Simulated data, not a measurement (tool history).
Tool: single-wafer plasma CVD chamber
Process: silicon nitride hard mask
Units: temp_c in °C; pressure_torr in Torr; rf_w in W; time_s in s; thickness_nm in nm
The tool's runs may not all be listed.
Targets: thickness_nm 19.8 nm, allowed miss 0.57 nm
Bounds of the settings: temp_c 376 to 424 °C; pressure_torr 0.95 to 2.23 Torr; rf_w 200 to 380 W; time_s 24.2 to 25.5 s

run 1 day=0 | temp_c=400 pressure_torr=1.59 rf_w=290 time_s=25.5 | thickness_nm=28.177
run 2 day=0.238 | temp_c=400 pressure_torr=1.59 rf_w=290 time_s=25.5 | thickness_nm=28.11
run 3 day=0.454 | temp_c=400 pressure_torr=1.47 rf_w=270 time_s=25.2 | thickness_nm=25.393
run 4 day=0.783 | temp_c=392 pressure_torr=1.47 rf_w=270 time_s=25.2 | thickness_nm=25.314
run 5 day=0.821 | temp_c=392 pressure_torr=1.47 rf_w=270 time_s=24.2 | thickness_nm=24.48
-- day=1.033 RF generator calibrated
run 6 day=1.033 | temp_c=392 pressure_torr=1.38 rf_w=260 time_s=24.2 | thickness_nm=24.606
run 7 day=1.1 | temp_c=388 pressure_torr=1.28 rf_w=245 time_s=24.2 | thickness_nm=22.737
run 8 day=1.321 | temp_c=388 pressure_torr=1.24 rf_w=235 time_s=24.2 | thickness_nm=21.407
run 9 day=1.371 | temp_c=388 pressure_torr=1.21 rf_w=230 time_s=24.2 | thickness_nm=20.951
run 10 day=1.446 | temp_c=388 pressure_torr=1.18 rf_w=230 time_s=24.2 | thickness_nm=20.789
run 11 day=1.583 | temp_c=388 pressure_torr=1.15 rf_w=230 time_s=24.2 | thickness_nm=20.364
run 12 day=1.933 | temp_c=388 pressure_torr=1.14 rf_w=230 time_s=24.2 | thickness_nm=20.495

4 next moves are on the table. One of them brings every result within its allowed miss. Which?
run A day=2.283 | temp_c=390 pressure_torr=1.09 rf_w=230 time_s=25.2 | thickness_nm=?
run B day=2.283 | temp_c=390 pressure_torr=1.07 rf_w=230 time_s=24.2 | thickness_nm=?
run C day=2.283 | temp_c=378 pressure_torr=1.07 rf_w=225 time_s=25.5 | thickness_nm=?
run D day=2.283 | temp_c=382 pressure_torr=0.95 rf_w=240 time_s=25.5 | thickness_nm=?

move=A thickness_nm=20.829
move=B thickness_nm=19.865
move=C thickness_nm=20.579
move=D thickness_nm=20.926
A: further off than the last run
B: meets every target
C: further off than the last run
D: further off than the last run
Move B is the one to make.

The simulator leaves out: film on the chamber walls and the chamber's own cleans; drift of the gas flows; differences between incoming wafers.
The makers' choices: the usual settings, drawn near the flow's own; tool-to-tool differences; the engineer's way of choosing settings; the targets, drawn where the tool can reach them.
